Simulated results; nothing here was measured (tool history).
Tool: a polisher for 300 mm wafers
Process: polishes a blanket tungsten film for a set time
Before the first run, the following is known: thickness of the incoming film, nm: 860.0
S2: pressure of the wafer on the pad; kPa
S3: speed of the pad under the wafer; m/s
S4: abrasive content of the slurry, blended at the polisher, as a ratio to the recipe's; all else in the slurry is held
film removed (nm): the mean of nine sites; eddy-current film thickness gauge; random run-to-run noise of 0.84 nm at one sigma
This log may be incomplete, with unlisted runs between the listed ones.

Run 1, hour 0.0: flow of slurry (ml/min) 135, S2 31.0 kPa, S3 1.20 m/s, S4 1.0, polishing time (s) 27. Result: film removed (nm) 153.12.
Run 2, hour 2.6: flow of slurry (ml/min) 130, S2 30.3 kPa, S3 1.20 m/s, S4 1.0, polishing time (s) 27. Result: film removed (nm) 148.67.
Run 3, hour 10.9: flow of slurry (ml/min) 130, S2 30.3 kPa, S3 1.20 m/s, S4 1.0, polishing time (s) 24. Result: film removed (nm) 134.31.
Run 4, hour 15.4: flow of slurry (ml/min) 130, S2 30.3 kPa, S3 1.32 m/s, S4 1.0, polishing time (s) 24. Result: film removed (nm) 145.66.
Run 5, hour 19.5: flow of slurry (ml/min) 125, S2 30.3 kPa, S3 1.32 m/s, S4 1.0, polishing time (s) 24. Result: film removed (nm) 144.85.
Run 6, hour 23.7: flow of slurry (ml/min) 120, S2 30.3 kPa, S3 1.32 m/s, S4 1.0, polishing time (s) 24. Result: film removed (nm) 145.49.
Run 7, hour 28.1: flow of slurry (ml/min) 105, S2 25.5 kPa, S3 1.32 m/s, S4 1.0, polishing time (s) 24. Result: film removed (nm) 120.43.

Forecast run 8:
Run 8, hour 34.6: flow of slurry (ml/min) 115, S2 25.5 kPa, S3 1.32 m/s, S4 1.0, polishing time (s) 24. Result: film removed (nm) ?.

{"run 8": {"film removed (nm)": 122.19}}

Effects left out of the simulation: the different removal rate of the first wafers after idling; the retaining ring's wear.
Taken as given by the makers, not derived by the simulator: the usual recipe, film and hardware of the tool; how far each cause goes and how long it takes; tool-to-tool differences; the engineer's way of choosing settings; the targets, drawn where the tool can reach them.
